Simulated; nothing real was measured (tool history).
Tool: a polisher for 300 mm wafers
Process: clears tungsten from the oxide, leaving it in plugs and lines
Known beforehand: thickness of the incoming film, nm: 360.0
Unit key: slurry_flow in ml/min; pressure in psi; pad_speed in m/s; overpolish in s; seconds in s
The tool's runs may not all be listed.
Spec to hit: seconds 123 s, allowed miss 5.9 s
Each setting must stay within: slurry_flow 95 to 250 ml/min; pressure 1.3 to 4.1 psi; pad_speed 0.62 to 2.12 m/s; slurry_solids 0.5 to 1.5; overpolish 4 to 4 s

run,hour,slurry_flow,pressure,pad_speed,slurry_solids,overpolish,seconds
1,0,160,2.7,1.36,1,4,76.195
2,6.3,160,2.7,1.36,1,4,77.101
3,9.1,160,2.7,1.48,1,4,72.164
4,11.9,160,2.3,1.46,1,4,83.431
5,16.9,160,2,1.44,1,4,98.172
6,21.9,160,1.9,1.44,1,4,102.71
7,26.9,160,1.8,1.44,1,4,108.71
8,35.1,160,1.7,1.44,1,4,111.34

Pick the move, out of 4, that brings all results within their allowed miss; only one does.
A,43.3,100,1.9,1.58,0.9,4,?
B,43.3,135,1.5,1.54,1,4,?
C,43.3,165,2.4,1.12,1.1,4,?
D,43.3,155,1.4,2.04,0.8,4,?

move,seconds
A,105.44
B,122.62
C,102.53
D,101.13
A: its largest miss is bigger than the last run's
B: all results in spec
C: its largest miss is bigger than the last run's
D: its largest miss is bigger than the last run's
B is the move that brings every result within its allowed miss.
